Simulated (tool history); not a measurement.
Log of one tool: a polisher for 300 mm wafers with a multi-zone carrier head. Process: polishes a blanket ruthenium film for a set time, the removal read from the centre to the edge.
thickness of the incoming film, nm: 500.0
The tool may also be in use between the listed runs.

run  hour  flow of slurry (ml/min)  pressure of the head's centre zone  pressure of the head's middle zone  pressure of the head's edge zone  polishing time (s)  film removed at the wafer's centre (nm)  film removed at mid-radius (nm)  film removed at the wafer's edge (nm)
  1   0.0                      165                                1.00                                1.00                              1.00                  50                                   37.653                           38.790                                 37.951
  2   6.7                      205                                1.00                                1.00                              1.00                  50                                   41.260                           40.666                                 39.298
  3   9.5                      205                                0.94                                1.00                              1.00                  50                                   37.359                           40.977                                 39.253
  4  11.9                      205                                1.01                                1.00                              1.00                  50                                   40.430                           39.596                                 39.230
  5  16.6                      215                                1.03                                1.04                              0.99                  54                                   44.779                           45.500                                 41.705
  6  25.3                      215                                0.95                                1.04                              0.99                  54                                   41.708                           44.590                                 42.692
  7  27.0                      225                                0.99                                1.07                              1.00                  57                                   46.780                           50.091                                 45.075

Run 8 comes next. What will it give?
  8  32.9                      230                                1.02                                1.08                              1.02                  59                                        ?                                ?                                      ?

film removed at the wafer's centre (nm): 47.401
film removed at mid-radius (nm): 51.295
film removed at the wafer's edge (nm): 47.647

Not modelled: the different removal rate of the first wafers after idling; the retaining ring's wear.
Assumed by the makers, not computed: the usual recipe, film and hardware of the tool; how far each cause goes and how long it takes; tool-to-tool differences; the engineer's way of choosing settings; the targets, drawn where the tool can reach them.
